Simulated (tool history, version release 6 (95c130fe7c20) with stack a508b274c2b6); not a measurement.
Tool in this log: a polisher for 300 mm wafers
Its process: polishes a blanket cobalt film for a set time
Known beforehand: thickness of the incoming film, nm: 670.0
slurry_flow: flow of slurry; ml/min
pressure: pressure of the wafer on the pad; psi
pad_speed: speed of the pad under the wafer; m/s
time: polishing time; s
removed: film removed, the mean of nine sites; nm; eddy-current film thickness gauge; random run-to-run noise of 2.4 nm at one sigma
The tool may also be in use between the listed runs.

{"run": 1, "day": 0.0, "slurry_flow": 240, "pressure": 1.5, "pad_speed": 0.76, "time": 45, "removed": 148.08}
{"run": 2, "day": 0.238, "slurry_flow": 240, "pressure": 1.5, "pad_speed": 0.92, "time": 45, "removed": 176.1}
{"run": 3, "day": 0.321, "slurry_flow": 240, "pressure": 1.6, "pad_speed": 0.92, "time": 45, "removed": 180.12}
{"run": 4, "day": 0.371, "slurry_flow": 240, "pressure": 1.6, "pad_speed": 0.82, "time": 45, "removed": 165}
{"run": 5, "day": 0.546, "slurry_flow": 240, "pressure": 1.6, "pad_speed": 0.82, "time": 39, "removed": 144.66}
{"run": 6, "day": 0.783, "slurry_flow": 240, "pressure": 1.6, "pad_speed": 0.82, "time": 39, "removed": 141.67}
{"run": 7, "day": 0.85, "slurry_flow": 240, "pressure": 1.8, "pad_speed": 0.88, "time": 39, "removed": 165.59}
{"run": 8, "day": 1.008, "slurry_flow": 240, "pressure": 1.9, "pad_speed": 0.92, "time": 39, "removed": 177.45}
{"run": 9, "day": 1.058, "slurry_flow": 240, "pressure": 2, "pad_speed": 0.96, "time": 39, "removed": 195.72}
{"run": 10, "day": 1.108, "slurry_flow": 240, "pressure": 2.1, "pad_speed": 0.98, "time": 39, "removed": 207.23}
{"run": 11, "day": 1.396, "slurry_flow": 240, "pressure": 2.1, "pad_speed": 1, "time": 39, "removed": 212.91}
{"run": 12, "day": 1.658, "slurry_flow": 240, "pressure": 2.1, "pad_speed": 1.02, "time": 39, "removed": 218.35}
{"run": 13, "day": 1.788, "slurry_flow": 245, "pressure": 2.2, "pad_speed": 1.04, "time": 39, "removed": 227.07}

Forecast run 14:
{"run": 14, "day": 1.979, "slurry_flow": 245, "pressure": 2.2, "pad_speed": 1.06, "time": 39, "removed": "?"}

removed: 233.46 nm
